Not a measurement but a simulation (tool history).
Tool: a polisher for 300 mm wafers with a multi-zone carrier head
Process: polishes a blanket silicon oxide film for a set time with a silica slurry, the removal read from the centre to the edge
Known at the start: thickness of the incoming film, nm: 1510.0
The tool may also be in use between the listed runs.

run,hour,flow of slurry (ml/min),pressure of the head's centre zone,pressure of the head's middle zone,pressure of the head's edge zone,abrasive content of the slurry,polishing time (s),film removed at the wafer's centre (Å),film removed at mid-radius (Å),film removed at the wafer's edge (Å)
1,0,125,1,1,1,1,89,3282.7,3198.9,3422.5
2,8.4,125,1,1,1,1,78,2846.9,2836.4,3004.3
3,11.6,140,1.02,1.04,1.04,1.15,78,3277.2,3213.7,3342.9
4,16.3,150,1.02,1.07,1.07,1.25,78,3429.1,3489.6,3561.7
5,18.8,165,1.02,1.07,1.07,1.25,78,3575.5,3552.5,3650
6,22.9,165,1.02,1.07,1.14,1.25,78,3452.5,3561.4,3790.9
7,26,170,1.04,1.1,1.15,1.3,78,3707.8,3754,3847.2
8,29.8,175,1.04,1.11,1.16,1.35,79,3817.1,3910,3967.9
9,36.2,180,1.04,1.12,1.16,1.4,80,3982.1,4073.6,4133.7

The next listed run, before its measurement:
10,43.3,180,1.04,1.13,1.16,1.45,80,?,?,?

Run 10 gave film removed at the wafer's centre (Å) 4034.3, film removed at mid-radius (Å) 4155.1, film removed at the wafer's edge (Å) 4200.7.
